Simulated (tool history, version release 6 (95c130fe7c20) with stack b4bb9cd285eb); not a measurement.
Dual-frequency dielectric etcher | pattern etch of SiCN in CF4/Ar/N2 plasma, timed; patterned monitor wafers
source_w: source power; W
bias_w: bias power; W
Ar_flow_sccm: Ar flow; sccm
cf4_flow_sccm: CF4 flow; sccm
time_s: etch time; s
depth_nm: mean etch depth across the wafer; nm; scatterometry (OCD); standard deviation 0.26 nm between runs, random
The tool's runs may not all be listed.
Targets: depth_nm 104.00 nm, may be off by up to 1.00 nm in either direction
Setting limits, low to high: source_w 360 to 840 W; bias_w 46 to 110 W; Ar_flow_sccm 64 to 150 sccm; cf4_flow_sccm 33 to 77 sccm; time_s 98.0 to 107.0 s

run	day	source_w	bias_w	Ar_flow_sccm	cf4_flow_sccm	time_s	depth_nm
1	0.000	600	78	107	55	107.0	117.22
2	0.062	600	78	93	55	107.0	120.96
3	0.138	600	78	76	55	107.0	126.10
4	0.283	600	78	84	55	107.0	123.82
5	0.583	600	78	84	51	107.0	121.29
6	0.654	570	78	84	51	107.0	117.08
7	0.688	540	78	84	51	107.0	110.91
8	0.771	530	78	84	51	107.0	109.34
9	0.850	520	78	84	51	107.0	107.53
10	0.954	510	78	84	51	107.0	105.56

Which one of the following 5 next-run settings gets every result inside its allowed miss? There is exactly one.
A	1.058	540	81	100	54	105.0	?
B	1.058	560	77	87	49	102.5	?
C	1.058	550	57	74	60	104.5	?
D	1.058	530	72	95	52	105.5	?
E	1.058	520	83	93	50	101.0	?

move	depth_nm
A	107.44
B	107.46
C	103.70
D	101.77
E	101.14
A: the biggest miss grows against the last run
B: the biggest miss grows against the last run
C: every result within its allowed miss
D: pushes the last run's worst result past its target
E: pushes the last run's worst result past its target
C is the move that brings every result within its allowed miss.
